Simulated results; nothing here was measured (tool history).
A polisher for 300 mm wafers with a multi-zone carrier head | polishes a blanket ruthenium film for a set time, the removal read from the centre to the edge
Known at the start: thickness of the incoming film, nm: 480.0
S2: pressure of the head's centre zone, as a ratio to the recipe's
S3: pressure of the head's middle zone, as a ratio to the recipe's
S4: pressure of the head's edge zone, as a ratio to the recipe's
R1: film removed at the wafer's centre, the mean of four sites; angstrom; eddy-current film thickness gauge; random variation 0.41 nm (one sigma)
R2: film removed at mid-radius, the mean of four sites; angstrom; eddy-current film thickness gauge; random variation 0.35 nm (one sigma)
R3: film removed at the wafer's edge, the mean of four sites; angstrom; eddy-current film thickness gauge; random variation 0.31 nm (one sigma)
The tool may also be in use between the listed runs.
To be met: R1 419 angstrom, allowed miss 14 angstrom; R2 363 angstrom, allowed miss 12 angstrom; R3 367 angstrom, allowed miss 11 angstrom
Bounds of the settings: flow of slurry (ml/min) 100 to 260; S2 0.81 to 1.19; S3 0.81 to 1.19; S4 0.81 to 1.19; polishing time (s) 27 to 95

{"run": 1, "day": 0.0, "flow of slurry (ml/min)": 165, "S2": 1, "S3": 1, "S4": 1, "polishing time (s)": 61, "R1": 702.53, "R2": 612.61, "R3": 592.72}
{"run": 2, "day": 0.342, "flow of slurry (ml/min)": 165, "S2": 1, "S3": 1, "S4": 1, "polishing time (s)": 73, "R1": 839.35, "R2": 724.41, "R3": 706.45}
{"run": 3, "day": 0.533, "flow of slurry (ml/min)": 160, "S2": 0.99, "S3": 0.98, "S4": 0.98, "polishing time (s)": 68, "R1": 752.52, "R2": 659.15, "R3": 658.89}
{"run": 4, "day": 0.733, "flow of slurry (ml/min)": 160, "S2": 0.99, "S3": 1.04, "S4": 0.98, "polishing time (s)": 68, "R1": 767.23, "R2": 696.42, "R3": 652.61}
{"run": 5, "day": 0.967, "flow of slurry (ml/min)": 160, "S2": 0.99, "S3": 1.02, "S4": 0.97, "polishing time (s)": 63, "R1": 723.75, "R2": 629.9, "R3": 594.87}
{"run": 6, "day": 1.308, "flow of slurry (ml/min)": 155, "S2": 0.97, "S3": 1.01, "S4": 0.96, "polishing time (s)": 59, "R1": 647.92, "R2": 587.84, "R3": 563.69}
{"run": 7, "day": 1.633, "flow of slurry (ml/min)": 155, "S2": 0.97, "S3": 1.01, "S4": 0.96, "polishing time (s)": 59, "R1": 654.51, "R2": 588.57, "R3": 564.09}
{"run": 8, "day": 1.667, "flow of slurry (ml/min)": 155, "S2": 0.97, "S3": 1, "S4": 0.95, "polishing time (s)": 55, "R1": 613.5, "R2": 543.63, "R3": 519.95}
{"run": 9, "day": 1.879, "flow of slurry (ml/min)": 155, "S2": 0.96, "S3": 0.99, "S4": 0.94, "polishing time (s)": 52, "R1": 562.49, "R2": 509.12, "R3": 489.49}
{"run": 10, "day": 2.008, "flow of slurry (ml/min)": 160, "S2": 0.96, "S3": 0.97, "S4": 0.93, "polishing time (s)": 50, "R1": 550.64, "R2": 485.23, "R3": 472.97}
{"day": 2.042, "done": "centre zone pressure recalibrated"}
{"run": 11, "day": 2.042, "flow of slurry (ml/min)": 160, "S2": 0.95, "S3": 0.96, "S4": 0.92, "polishing time (s)": 48, "R1": 463.17, "R2": 455.46, "R3": 446.42}
{"run": 12, "day": 2.108, "flow of slurry (ml/min)": 130, "S2": 1.05, "S3": 0.86, "S4": 0.82, "polishing time (s)": 40, "R1": 418.11, "R2": 344.68, "R3": 352.04}
{"run": 13, "day": 2.438, "flow of slurry (ml/min)": 130, "S2": 1.04, "S3": 0.86, "S4": 0.82, "polishing time (s)": 40, "R1": 415.18, "R2": 344.18, "R3": 351.36}
{"run": 14, "day": 2.725, "flow of slurry (ml/min)": 135, "S2": 1.03, "S3": 0.86, "S4": 0.82, "polishing time (s)": 40, "R1": 414.04, "R2": 340.33, "R3": 353}
{"run": 15, "day": 2.846, "flow of slurry (ml/min)": 135, "S2": 1.03, "S3": 0.87, "S4": 0.82, "polishing time (s)": 40, "R1": 410.66, "R2": 349.67, "R3": 353.35}
{"run": 16, "day": 3.2, "flow of slurry (ml/min)": 140, "S2": 1.03, "S3": 0.87, "S4": 0.82, "polishing time (s)": 40, "R1": 418.62, "R2": 346.91, "R3": 352.06}
{"run": 17, "day": 3.5, "flow of slurry (ml/min)": 140, "S2": 1.03, "S3": 0.87, "S4": 0.83, "polishing time (s)": 40, "R1": 412.74, "R2": 347.27, "R3": 362.39}

4 next moves are on the table. One of them brings every result within its allowed miss. Which?
{"run": "A", "day": 3.8, "flow of slurry (ml/min)": 190, "S2": 1.01, "S3": 0.89, "S4": 0.86, "polishing time (s)": 40, "R1": "?", "R2": "?", "R3": "?"}
{"run": "B", "day": 3.8, "flow of slurry (ml/min)": 170, "S2": 1.06, "S3": 0.81, "S4": 0.86, "polishing time (s)": 38, "R1": "?", "R2": "?", "R3": "?"}
{"run": "C", "day": 3.8, "flow of slurry (ml/min)": 150, "S2": 1.06, "S3": 0.83, "S4": 0.87, "polishing time (s)": 38, "R1": "?", "R2": "?", "R3": "?"}
{"run": "D", "day": 3.8, "flow of slurry (ml/min)": 155, "S2": 1.1, "S3": 0.86, "S4": 0.89, "polishing time (s)": 38, "R1": "?", "R2": "?", "R3": "?"}

move=A R1=428.74 R2=362.28 R3=374.62
move=B R1=421.74 R2=314.7 R3=353.17
move=C R1=415.35 R2=316.63 R3=351.12
move=D R1=432.99 R2=327.11 R3=355.03
A: meets every target
B: further off than the last run
C: further off than the last run
D: further off than the last run
Move A is the one to make.
